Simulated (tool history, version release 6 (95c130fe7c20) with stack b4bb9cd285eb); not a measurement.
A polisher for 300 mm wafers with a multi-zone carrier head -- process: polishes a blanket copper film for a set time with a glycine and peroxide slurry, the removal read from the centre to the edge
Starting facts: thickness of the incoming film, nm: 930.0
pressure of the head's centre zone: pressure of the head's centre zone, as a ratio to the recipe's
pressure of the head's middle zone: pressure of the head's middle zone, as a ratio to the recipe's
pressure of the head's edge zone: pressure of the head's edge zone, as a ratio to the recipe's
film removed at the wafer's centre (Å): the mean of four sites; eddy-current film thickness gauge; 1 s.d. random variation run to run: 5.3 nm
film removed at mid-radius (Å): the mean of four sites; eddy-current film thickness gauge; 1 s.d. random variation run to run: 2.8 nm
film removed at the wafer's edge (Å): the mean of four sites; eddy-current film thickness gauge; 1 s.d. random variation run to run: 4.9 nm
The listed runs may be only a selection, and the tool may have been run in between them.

run,hour,flow of slurry (ml/min),pressure of the head's centre zone,pressure of the head's middle zone,pressure of the head's edge zone,polishing time (s),film removed at the wafer's centre (Å),film removed at mid-radius (Å),film removed at the wafer's edge (Å)
1,0,125,1,1,1,66,3981.3,3929.5,3828.1
2,1.2,135,0.96,1.02,1,66,3833.8,4079.5,3888.4
3,5.5,135,0.96,1.02,1.04,66,3902.9,4048.3,3952
4,6.6,145,0.94,1.04,1.03,66,3841,4181.4,3881.5
5,12.2,150,0.92,1.05,1.04,66,3754.2,4267.7,4020
6,17.6,150,0.92,1.05,1.04,55,3076,3545.7,3396.2
7,26.5,160,0.93,1.08,1.07,57,3254.5,3801.1,3524.6

Predict the results of run 8:
8,34.2,165,0.93,1.09,1.09,59,?,?,?

Run 8 gave film removed at the wafer's centre (Å) 3456, film removed at mid-radius (Å) 3932.5, film removed at the wafer's edge (Å) 3775.5.

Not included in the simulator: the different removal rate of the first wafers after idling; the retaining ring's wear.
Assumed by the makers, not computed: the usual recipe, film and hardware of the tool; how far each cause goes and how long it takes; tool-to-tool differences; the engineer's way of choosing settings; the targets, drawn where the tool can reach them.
